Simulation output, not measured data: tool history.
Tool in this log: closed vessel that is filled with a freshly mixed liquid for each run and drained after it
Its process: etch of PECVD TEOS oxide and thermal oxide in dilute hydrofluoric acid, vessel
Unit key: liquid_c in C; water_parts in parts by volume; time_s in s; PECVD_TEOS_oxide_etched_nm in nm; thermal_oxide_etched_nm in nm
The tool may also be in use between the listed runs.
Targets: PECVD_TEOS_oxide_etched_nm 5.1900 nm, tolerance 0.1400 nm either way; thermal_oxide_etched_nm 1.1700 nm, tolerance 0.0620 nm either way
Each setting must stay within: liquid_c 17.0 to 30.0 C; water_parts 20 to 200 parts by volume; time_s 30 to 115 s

| run | day | liquid_c | water_parts | time_s | PECVD_TEOS_oxide_etched_nm | thermal_oxide_etched_nm |
|---|---|---|---|---|---|---|
| 1 | 0.000 | 22.0 | 110 | 60 | 12.4160 | 2.7551 |
| 2 | 0.050 | 22.0 | 95 | 60 | 14.6540 | 3.1622 |
| 3 | 0.125 | 21.0 | 110 | 60 | 11.9900 | 2.6405 |
| 4 | 0.275 | 20.5 | 120 | 60 | 10.6860 | 2.2995 |
|  | 0.633 | thermometer replaced |
| 5 | 0.633 | 24.0 | 120 | 60 | 11.2170 | 2.4628 |
| 6 | 0.658 | 24.0 | 135 | 60 | 9.7435 | 2.2209 |
| 7 | 0.750 | 23.0 | 145 | 60 | 8.6274 | 1.9046 |
| 8 | 1.071 | 23.0 | 155 | 60 | 8.0337 | 1.8580 |
| 9 | 1.208 | 22.0 | 160 | 60 | 7.4254 | 1.6071 |
| 10 | 1.554 | 22.5 | 170 | 60 | 6.9226 | 1.6008 |
| 11 | 1.846 | 21.5 | 175 | 60 | 6.5130 | 1.4266 |
| 12 | 1.996 | 22.0 | 180 | 60 | 6.4978 | 1.4433 |
| 13 | 2.062 | 22.0 | 185 | 60 | 6.2735 | 1.3928 |
| 14 | 2.171 | 22.0 | 190 | 60 | 6.0267 | 1.3420 |

Exercise: of the 4 proposed moves below, exactly one satisfies all targets within the stated allowed misses. Which move is it?
| A | 2.279 | 20.5 | 185 | 70 | ? | ? |
| B | 2.279 | 25.5 | 180 | 60 | ? | ? |
| C | 2.279 | 20.5 | 200 | 55 | ? | ? |
| D | 2.279 | 23.5 | 195 | 50 | ? | ? |

| move | PECVD_TEOS_oxide_etched_nm | thermal_oxide_etched_nm |
|---|---|---|
| A | 6.8613 | 1.5585 |
| B | 7.3412 | 1.6675 |
| C | 4.9124 | 1.1158 |
| D | 5.1575 | 1.1715 |
A: further off than the last run
B: further off than the last run
C: takes the biggest miss from the last run beyond its target
D: each result inside its tolerance
D is the move that brings every result within its allowed miss.
